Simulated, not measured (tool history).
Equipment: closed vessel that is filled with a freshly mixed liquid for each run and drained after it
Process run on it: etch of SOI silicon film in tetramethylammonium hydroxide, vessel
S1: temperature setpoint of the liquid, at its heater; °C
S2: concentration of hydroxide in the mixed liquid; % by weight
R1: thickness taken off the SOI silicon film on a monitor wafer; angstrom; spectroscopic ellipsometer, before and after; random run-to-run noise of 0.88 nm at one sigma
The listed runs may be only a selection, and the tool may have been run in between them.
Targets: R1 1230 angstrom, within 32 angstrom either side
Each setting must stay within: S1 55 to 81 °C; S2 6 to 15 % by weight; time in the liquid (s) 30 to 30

Run 1, hour 0: S1 68 °C, S2 10 % by weight, time in the liquid (s) 30. Result: R1 1754.6 angstrom.
Run 2, hour 2.6: S1 62.5 °C, S2 10 % by weight, time in the liquid (s) 30. Result: R1 1253.3 angstrom.
Run 3, hour 7.7: S1 57.5 °C, S2 10 % by weight, time in the liquid (s) 30. Result: R1 922.44 angstrom.
Run 4, hour 11.2: S1 55.5 °C, S2 10 % by weight, time in the liquid (s) 30. Result: R1 804.47 angstrom.
Run 5, hour 13.2: S1 57 °C, S2 10 % by weight, time in the liquid (s) 30. Result: R1 887.19 angstrom.
Run 6, hour 17.3: S1 58 °C, S2 10 % by weight, time in the liquid (s) 30. Result: R1 952.23 angstrom.
Run 7, hour 22.9: S1 59 °C, S2 10 % by weight, time in the liquid (s) 30. Result: R1 1033.5 angstrom.
Run 8, hour 30.9: S1 59.5 °C, S2 10 % by weight, time in the liquid (s) 30. Result: R1 1054.7 angstrom.
Run 9, hour 31.7: S1 60 °C, S2 10 % by weight, time in the liquid (s) 30. Result: R1 1087.4 angstrom.
Run 10, hour 36.9: S1 60.5 °C, S2 10 % by weight, time in the liquid (s) 30. Result: R1 1119.8 angstrom.
Run 11, hour 43.2: S1 61 °C, S2 10 % by weight, time in the liquid (s) 30. Result: R1 1167 angstrom.
Run 12, hour 47.8: S1 61 °C, S2 10 % by weight, time in the liquid (s) 30. Result: R1 1155.9 angstrom.
Run 13, hour 54.6: S1 61.5 °C, S2 10 % by weight, time in the liquid (s) 30. Result: R1 1187.1 angstrom.

Which one of the following 5 next-run settings gets every result inside its allowed miss? There is exactly one.
Run A, hour 61.4: S1 61.5 °C, S2 10.5 % by weight, time in the liquid (s) 30. Result: R1 ?.
Run B, hour 61.4: S1 61 °C, S2 10 % by weight, time in the liquid (s) 30. Result: R1 ?.
Run C, hour 61.4: S1 60.5 °C, S2 9.5 % by weight, time in the liquid (s) 30. Result: R1 ?.
Run D, hour 61.4: S1 62.5 °C, S2 10.5 % by weight, time in the liquid (s) 30. Result: R1 ?.
Run E, hour 61.4: S1 59 °C, S2 8 % by weight, time in the liquid (s) 30. Result: R1 ?.

move      R1
   A  1168.9
   B  1151.5
   C  1139.9
   D  1243.1
   E  1101.9
A: lands further from the targets than the last run did
B: lands further from the targets than the last run did
C: lands further from the targets than the last run did
D: every result lands within tolerance
E: lands further from the targets than the last run did
Move D is the one to make.
